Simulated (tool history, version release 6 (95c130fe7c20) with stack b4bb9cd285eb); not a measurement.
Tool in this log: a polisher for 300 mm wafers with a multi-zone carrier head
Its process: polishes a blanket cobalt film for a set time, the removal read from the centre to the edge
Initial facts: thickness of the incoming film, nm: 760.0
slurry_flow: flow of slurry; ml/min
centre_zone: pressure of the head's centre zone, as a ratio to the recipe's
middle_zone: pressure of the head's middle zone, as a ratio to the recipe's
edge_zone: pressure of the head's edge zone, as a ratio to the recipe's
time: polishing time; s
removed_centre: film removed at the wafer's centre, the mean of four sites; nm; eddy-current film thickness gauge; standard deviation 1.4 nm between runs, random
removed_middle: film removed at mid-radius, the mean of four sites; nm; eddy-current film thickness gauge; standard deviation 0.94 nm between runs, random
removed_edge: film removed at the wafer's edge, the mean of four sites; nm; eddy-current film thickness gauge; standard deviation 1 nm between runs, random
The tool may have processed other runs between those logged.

run	hour	slurry_flow	centre_zone	middle_zone	edge_zone	time	removed_centre	removed_middle	removed_edge
1	0	220	1	1	1	77	191.54	189.98	188.68
2	7.9	200	1	1	1	77	187.67	187.89	181.61
3	10.8	250	1	1	1	77	197.23	191.05	187.29
4	12.3	240	0.97	1	0.95	72	173.6	179.33	170.27
5	16.8	225	0.96	0.99	0.91	70	167.62	171.22	162.1
6	19.9	215	0.95	0.99	0.88	68	162.44	167.57	154.42
7	22.6	165	0.86	0.96	0.81	62	127.39	138.48	131.27
8	26.2	190	0.87	0.97	0.81	61	128.6	142.9	130.34

Run 9 has not been measured yet. What should we expect?
9	30.5	210	0.88	0.97	0.82	61	?	?	?

{"run 9": {"removed_centre": 133.14, "removed_middle": 145.09, "removed_edge": 134.56}}
